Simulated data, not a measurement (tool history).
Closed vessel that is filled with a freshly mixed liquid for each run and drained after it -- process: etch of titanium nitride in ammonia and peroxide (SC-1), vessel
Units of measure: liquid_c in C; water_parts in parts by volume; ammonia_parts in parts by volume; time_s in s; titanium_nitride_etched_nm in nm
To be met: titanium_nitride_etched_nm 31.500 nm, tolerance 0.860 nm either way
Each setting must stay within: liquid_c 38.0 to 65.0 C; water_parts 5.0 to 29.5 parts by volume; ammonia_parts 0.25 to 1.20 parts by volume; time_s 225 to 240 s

run	hour	liquid_c	water_parts	ammonia_parts	time_s	titanium_nitride_etched_nm
1	0.0	49.0	16.5	0.95	225	15.408
2	3.9	49.0	22.0	0.95	225	13.164
3	12.7	51.0	22.0	0.95	225	15.130
4	19.8	48.5	22.0	0.95	225	12.678
5	25.9	50.5	22.0	0.95	225	14.697
6	28.1	50.5	22.0	0.95	225	14.752
7	36.4	52.0	22.0	0.95	225	16.305
8	39.3	53.5	22.0	0.95	225	18.228
9	47.3	54.5	22.0	0.95	225	19.337
10	53.0	55.5	22.0	0.95	225	20.562
11	59.4	56.5	22.0	0.95	225	22.197
12	64.4	62.5	22.0	0.95	225	32.915

4 next moves are on the table. One of them brings every result within its allowed miss. Which?
A	69.4	62.0	27.0	1.20	225	?
B	69.4	56.5	12.0	0.95	230	?
C	69.4	60.5	19.5	0.95	240	?
D	69.4	62.5	25.5	0.95	225	?

move	titanium_nitride_etched_nm
A	29.388
B	31.089
C	32.651
D	30.063
A: pushes the last run's worst result past its target
B: every result lands within tolerance
C: moves toward the targets from the last run without getting all of them in spec
D: pushes the last run's worst result past its target
Go with B: it meets all targets.

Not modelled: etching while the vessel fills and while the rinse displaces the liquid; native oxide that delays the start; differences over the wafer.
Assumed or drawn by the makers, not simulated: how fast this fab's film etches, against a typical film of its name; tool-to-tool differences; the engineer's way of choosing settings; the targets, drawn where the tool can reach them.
